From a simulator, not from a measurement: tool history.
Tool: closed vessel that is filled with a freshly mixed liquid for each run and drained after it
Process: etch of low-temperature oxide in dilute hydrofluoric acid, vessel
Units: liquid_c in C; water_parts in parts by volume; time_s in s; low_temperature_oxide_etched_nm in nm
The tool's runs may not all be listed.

run  hour  liquid_c  water_parts  time_s  low_temperature_oxide_etched_nm
  1   0.0      21.0          105     130                           13.245
  2   5.4      21.0           80     130                           18.029
  3  13.1      21.0           80     130                           18.185
  4  16.2      22.5           75     130                           20.203
  5  19.2      23.5           70     130                           22.862
  6  23.1      24.5           70     130                           23.920
  7  29.2      25.5           70     130                           24.765
  8  37.7      26.0           70     130                           25.450
  9  46.2      26.5           70     130                           25.952
 10  48.0      27.0           70     130                           26.525
 11  50.5      27.0           70     130                           26.427

Forecast run 12:
 12  51.2      29.0           60     130                                ?

Run 12 gave low_temperature_oxide_etched_nm 33.439 nm.
